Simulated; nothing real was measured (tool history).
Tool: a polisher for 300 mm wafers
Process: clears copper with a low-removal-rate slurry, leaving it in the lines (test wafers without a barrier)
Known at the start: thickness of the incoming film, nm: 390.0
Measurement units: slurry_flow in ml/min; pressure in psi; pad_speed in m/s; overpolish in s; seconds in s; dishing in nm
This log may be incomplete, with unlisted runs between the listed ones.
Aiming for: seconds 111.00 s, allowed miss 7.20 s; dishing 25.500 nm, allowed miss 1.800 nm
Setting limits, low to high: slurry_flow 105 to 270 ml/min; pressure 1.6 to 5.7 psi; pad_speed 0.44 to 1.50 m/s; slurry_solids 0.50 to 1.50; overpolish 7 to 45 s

Run 1, day 0.000: slurry_flow 175 ml/min, pressure 3.6 psi, pad_speed 0.96 m/s, slurry_solids 1.00, overpolish 23 s. Result: seconds 135.95 s, dishing 40.386 nm.
Run 2, day 0.354: slurry_flow 175 ml/min, pressure 3.6 psi, pad_speed 0.96 m/s, slurry_solids 0.80, overpolish 23 s. Result: seconds 145.17 s, dishing 39.088 nm.
Run 3, day 0.646: slurry_flow 175 ml/min, pressure 3.6 psi, pad_speed 0.84 m/s, slurry_solids 0.80, overpolish 23 s. Result: seconds 154.62 s, dishing 36.398 nm.
Run 4, day 1.012: slurry_flow 175 ml/min, pressure 3.6 psi, pad_speed 0.72 m/s, slurry_solids 0.80, overpolish 23 s. Result: seconds 172.11 s, dishing 32.677 nm.
Run 5, day 1.108: slurry_flow 180 ml/min, pressure 3.9 psi, pad_speed 0.72 m/s, slurry_solids 0.85, overpolish 20 s. Result: seconds 157.03 s, dishing 31.587 nm.
Run 6, day 1.254: slurry_flow 180 ml/min, pressure 3.0 psi, pad_speed 0.72 m/s, slurry_solids 0.85, overpolish 20 s. Result: seconds 201.95 s, dishing 24.121 nm.
Run 7, day 1.471: slurry_flow 185 ml/min, pressure 3.3 psi, pad_speed 0.74 m/s, slurry_solids 0.90, overpolish 17 s. Result: seconds 180.84 s, dishing 24.355 nm.
Run 8, day 1.733: slurry_flow 185 ml/min, pressure 3.3 psi, pad_speed 0.74 m/s, slurry_solids 0.90, overpolish 17 s. Result: seconds 177.28 s, dishing 24.162 nm.
Run 9, day 2.008: slurry_flow 190 ml/min, pressure 4.3 psi, pad_speed 0.80 m/s, slurry_solids 0.90, overpolish 7 s. Result: seconds 131.36 s, dishing 13.701 nm.
At day 2.242: worn pad replaced by a new one.
Run 10, day 2.242: slurry_flow 190 ml/min, pressure 4.3 psi, pad_speed 0.82 m/s, slurry_solids 0.90, overpolish 9 s. Result: seconds 109.80 s, dishing 20.135 nm.
Run 11, day 2.408: slurry_flow 190 ml/min, pressure 4.3 psi, pad_speed 0.82 m/s, slurry_solids 0.90, overpolish 10 s. Result: seconds 113.66 s, dishing 22.605 nm.

Of the 5 settings listed for the next run, only one would bring every result within its allowed miss of target. Which one?
Run A, day 2.575: slurry_flow 165 ml/min, pressure 4.8 psi, pad_speed 0.86 m/s, slurry_solids 0.65, overpolish 11 s. Result: seconds ?, dishing ?.
Run B, day 2.575: slurry_flow 160 ml/min, pressure 4.1 psi, pad_speed 0.76 m/s, slurry_solids 0.80, overpolish 13 s. Result: seconds ?, dishing ?.
Run C, day 2.575: slurry_flow 180 ml/min, pressure 4.6 psi, pad_speed 0.86 m/s, slurry_solids 0.85, overpolish 7 s. Result: seconds ?, dishing ?.
Run D, day 2.575: slurry_flow 120 ml/min, pressure 4.4 psi, pad_speed 0.78 m/s, slurry_solids 0.90, overpolish 9 s. Result: seconds ?, dishing ?.
Run E, day 2.575: slurry_flow 200 ml/min, pressure 4.0 psi, pad_speed 1.08 m/s, slurry_solids 0.85, overpolish 8 s. Result: seconds ?, dishing ?.

move  seconds  dishing
   A   111.30   25.734
   B   134.62   25.094
   C   107.61   17.395
   D   125.30   19.085
   E   103.77   20.356
A: each result inside its tolerance
B: corrects the largest miss of the last run, while another result sits out of spec
C: further off than the last run
D: further off than the last run
E: further off than the last run
A meets every target.

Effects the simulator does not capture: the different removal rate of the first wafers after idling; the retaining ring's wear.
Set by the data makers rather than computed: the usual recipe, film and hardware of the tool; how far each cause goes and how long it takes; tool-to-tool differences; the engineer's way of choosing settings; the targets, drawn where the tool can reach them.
